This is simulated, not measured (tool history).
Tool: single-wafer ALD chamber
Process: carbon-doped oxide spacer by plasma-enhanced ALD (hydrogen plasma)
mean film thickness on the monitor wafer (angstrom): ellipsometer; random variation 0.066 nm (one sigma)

run	hour	heater temperature setpoint (K)	number of ALD cycles (cycles)	mean film thickness on the monitor wafer (angstrom)
1	0.0	683.15	646	310.67
2	9.7	685.15	608	290.30
3	12.1	685.15	659	315.15
4	17.2	687.15	619	294.68
5	23.9	695.15	619	287.73
6	30.8	695.15	531	246.50
7	38.7	696.15	521	241.32

Run 8 comes next. What will it give?
8	41.0	697.15	514	?

{"run 8": {"mean film thickness on the monitor wafer (angstrom)": 236.36}}
